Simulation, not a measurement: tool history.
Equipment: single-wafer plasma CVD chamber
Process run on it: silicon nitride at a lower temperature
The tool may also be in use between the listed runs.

run,hour,heater temperature setpoint (K),chamber pressure (Torr),RF power (W),deposition time (s),mean film thickness on the monitor wafer (nm)
1,0.0,643.15,1.07,250,13.4,12.853
2,8.3,643.15,0.89,250,13.4,12.009
3,15.1,643.15,0.88,250,13.4,12.125
4,17.6,643.15,0.86,250,13.4,11.991
5,21.6,647.15,0.86,250,13.4,11.975
6,22.5,647.15,0.85,250,13.4,11.867
7,30.5,647.15,0.84,250,13.4,11.814
8,34.6,647.15,0.83,250,13.4,11.748
9,43.3,647.15,0.82,250,13.4,11.766
10,49.6,647.15,0.81,250,13.4,11.676

Estimate the outcome of run 11 from the log above:
11,58.2,647.15,0.80,250,13.4,?

mean film thickness on the monitor wafer (nm): 11.618

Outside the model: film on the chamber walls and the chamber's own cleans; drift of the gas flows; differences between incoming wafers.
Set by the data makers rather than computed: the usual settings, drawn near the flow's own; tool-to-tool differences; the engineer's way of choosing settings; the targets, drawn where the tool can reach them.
